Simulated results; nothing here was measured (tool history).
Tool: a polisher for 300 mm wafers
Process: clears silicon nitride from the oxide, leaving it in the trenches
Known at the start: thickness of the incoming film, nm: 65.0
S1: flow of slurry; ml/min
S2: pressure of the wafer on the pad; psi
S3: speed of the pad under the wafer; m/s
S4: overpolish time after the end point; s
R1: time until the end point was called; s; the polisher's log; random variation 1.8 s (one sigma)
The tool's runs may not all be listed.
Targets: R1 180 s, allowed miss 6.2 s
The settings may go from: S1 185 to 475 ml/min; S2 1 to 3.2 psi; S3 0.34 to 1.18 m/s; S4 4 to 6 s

run 1 hour=0 | S1=305 S2=2.1 S3=0.76 S4=6 | R1=125.49
run 2 hour=6.8 | S1=255 S2=2.1 S3=0.76 S4=6 | R1=128.1
run 3 hour=12.3 | S1=255 S2=2.1 S3=0.82 S4=6 | R1=116.07
run 4 hour=20.2 | S1=255 S2=1.9 S3=0.82 S4=6 | R1=128.65
run 5 hour=21 | S1=255 S2=1.9 S3=0.72 S4=6 | R1=145.25
run 6 hour=21.5 | S1=255 S2=1.9 S3=0.72 S4=4 | R1=144.19
run 7 hour=23.2 | S1=255 S2=1.8 S3=0.72 S4=4 | R1=154.53
run 8 hour=31.4 | S1=255 S2=1.7 S3=0.72 S4=4 | R1=164.61
run 9 hour=32.4 | S1=255 S2=1.6 S3=0.72 S4=4 | R1=174.99

Which of these 4 next moves meets every target?
run A hour=33.4 | S1=235 S2=1.9 S3=0.66 S4=4 | R1=?
run B hour=33.4 | S1=260 S2=1.7 S3=0.72 S4=4 | R1=?
run C hour=33.4 | S1=250 S2=1.7 S3=0.66 S4=4 | R1=?
run D hour=33.4 | S1=340 S2=1.6 S3=0.72 S4=6 | R1=?

move=A R1=161.43
move=B R1=164.33
move=C R1=179.13
move=D R1=171.75
A: further off than the last run
B: further off than the last run
C: meets every target
D: further off than the last run
Move C is the one to make.

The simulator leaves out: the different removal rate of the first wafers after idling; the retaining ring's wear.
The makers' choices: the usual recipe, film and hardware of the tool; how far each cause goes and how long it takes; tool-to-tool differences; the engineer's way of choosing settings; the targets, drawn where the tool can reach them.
